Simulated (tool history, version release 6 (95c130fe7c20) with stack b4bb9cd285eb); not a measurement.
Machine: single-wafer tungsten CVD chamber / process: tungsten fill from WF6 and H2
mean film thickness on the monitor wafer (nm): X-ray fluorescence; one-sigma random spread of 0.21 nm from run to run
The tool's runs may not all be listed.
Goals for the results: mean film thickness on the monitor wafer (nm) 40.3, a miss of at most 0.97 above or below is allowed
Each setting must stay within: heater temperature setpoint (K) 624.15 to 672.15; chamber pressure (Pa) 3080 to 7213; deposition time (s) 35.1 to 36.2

run    day  heater temperature setpoint (K)  chamber pressure (Pa)  deposition time (s)  mean film thickness on the monitor wafer (nm)
  1      0                           648.15                   5146                 35.1                                         66.248
  2  0.104                           643.15                   5120                 35.1                                         59.053
  3  0.267                           639.15                   5093                 35.1                                         53.326
  4  0.379                           631.15                   5093                 35.1                                         43.682
  5  0.438                           631.15                   5093                 35.1                                         43.448
  6   0.75                           631.15                   5093                 36.2                                         44.805
  7  0.917                           631.15                   5093                 36.2                                         44.798
  8  1.017                           625.15                   5053                 36.2                                         38.586

Below are 4 possible settings for the next run. Only one of them brings all results inside the allowed miss of their targets. Which is it?
  A  1.117                           632.15                   4400                 36.2                                              ?
  B  1.117                           630.15                   4253                 36.2                                              ?
  C  1.117                           630.15                   4013                 36.2                                              ?
  D  1.117                           625.15                   5493                 36.2                                              ?

move  mean film thickness on the monitor wafer (nm)
   A                                         41.791
   B                                         38.794
   C                                         37.214
   D                                         40.332
A: takes the result that was furthest off past its target
B: an improvement on the last run, though not all results are within tolerance
C: the biggest miss grows against the last run
D: in spec on every target
Move D is the one to make.
